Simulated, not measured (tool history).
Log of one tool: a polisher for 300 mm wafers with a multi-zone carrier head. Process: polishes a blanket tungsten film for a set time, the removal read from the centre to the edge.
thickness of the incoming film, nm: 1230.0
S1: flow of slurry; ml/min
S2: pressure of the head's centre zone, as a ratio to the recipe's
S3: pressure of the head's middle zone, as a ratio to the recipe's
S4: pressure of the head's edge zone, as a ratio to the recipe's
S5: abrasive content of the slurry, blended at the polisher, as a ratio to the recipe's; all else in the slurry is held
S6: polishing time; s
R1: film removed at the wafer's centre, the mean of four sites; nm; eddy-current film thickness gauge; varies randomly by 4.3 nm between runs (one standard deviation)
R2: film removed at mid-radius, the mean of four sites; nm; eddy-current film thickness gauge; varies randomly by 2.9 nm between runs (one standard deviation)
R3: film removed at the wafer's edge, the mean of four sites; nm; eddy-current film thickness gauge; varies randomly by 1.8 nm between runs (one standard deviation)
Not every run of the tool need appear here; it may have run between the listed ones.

run 1 day=0.000 | S1=175 S2=1.00 S3=1.00 S4=1.00 S5=1.00 S6=68 | R1=345.15 R2=342.07 R3=332.26
run 2 day=0.225 | S1=175 S2=1.09 S3=1.00 S4=1.00 S5=1.00 S6=68 | R1=370.81 R2=352.67 R3=334.54
run 3 day=0.558 | S1=165 S2=1.06 S3=0.98 S4=0.98 S5=0.95 S6=68 | R1=354.20 R2=340.86 R3=324.09
run 4 day=0.633 | S1=160 S2=1.04 S3=0.95 S4=0.97 S5=0.90 S6=68 | R1=347.44 R2=323.00 R3=321.16
run 5 day=0.862 | S1=160 S2=1.04 S3=0.95 S4=0.97 S5=1.00 S6=68 | R1=351.98 R2=326.09 R3=328.39
run 6 day=0.929 | S1=155 S2=1.02 S3=0.94 S4=0.95 S5=0.95 S6=68 | R1=331.04 R2=317.52 R3=322.84
run 7 day=0.992 | S1=125 S2=1.02 S3=0.86 S4=0.85 S5=0.75 S6=67 | R1=306.59 R2=270.97 R3=280.17
run 8 day=1.150 | S1=130 S2=1.01 S3=0.86 S4=0.86 S5=0.75 S6=67 | R1=310.55 R2=275.53 R3=282.85
run 9 day=1.467 | S1=130 S2=1.00 S3=0.86 S4=0.87 S5=0.75 S6=67 | R1=299.03 R2=273.50 R3=280.65

Run 10 comes next. What will it give?
run 10 day=1.675 | S1=130 S2=1.00 S3=0.86 S4=0.88 S5=0.75 S6=67 | R1=? R2=? R3=?

{"run 10": {"R1": 309.82, "R2": 268.81, "R3": 284.39}}
